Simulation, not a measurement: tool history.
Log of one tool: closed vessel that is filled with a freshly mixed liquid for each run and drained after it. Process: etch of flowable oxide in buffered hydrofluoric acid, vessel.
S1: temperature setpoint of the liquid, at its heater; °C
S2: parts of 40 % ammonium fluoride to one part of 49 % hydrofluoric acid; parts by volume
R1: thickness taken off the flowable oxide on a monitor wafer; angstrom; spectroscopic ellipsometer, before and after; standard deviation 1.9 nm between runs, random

Run 1, hour 0.0: S1 21.0 °C, S2 20.0 parts by volume, time in the liquid (s) 90. Result: R1 1339.6 angstrom.
Run 2, hour 2.7: S1 23.5 °C, S2 18.0 parts by volume, time in the liquid (s) 90. Result: R1 1728.6 angstrom.
Run 3, hour 11.5: S1 25.5 °C, S2 17.5 parts by volume, time in the liquid (s) 90. Result: R1 1986.9 angstrom.
Run 4, hour 18.8: S1 25.5 °C, S2 17.5 parts by volume, time in the liquid (s) 90. Result: R1 1957.8 angstrom.
Run 5, hour 21.1: S1 26.5 °C, S2 16.5 parts by volume, time in the liquid (s) 90. Result: R1 2220.7 angstrom.
Run 6, hour 23.1: S1 25.0 °C, S2 16.5 parts by volume, time in the liquid (s) 90. Result: R1 2071.0 angstrom.
Run 7, hour 26.1: S1 26.5 °C, S2 16.5 parts by volume, time in the liquid (s) 90. Result: R1 2201.7 angstrom.

The next listed run, before its measurement:
Run 8, hour 31.4: S1 27.5 °C, S2 16.0 parts by volume, time in the liquid (s) 90. Result: R1 ?.

{"run 8": {"R1": 2392.5}}
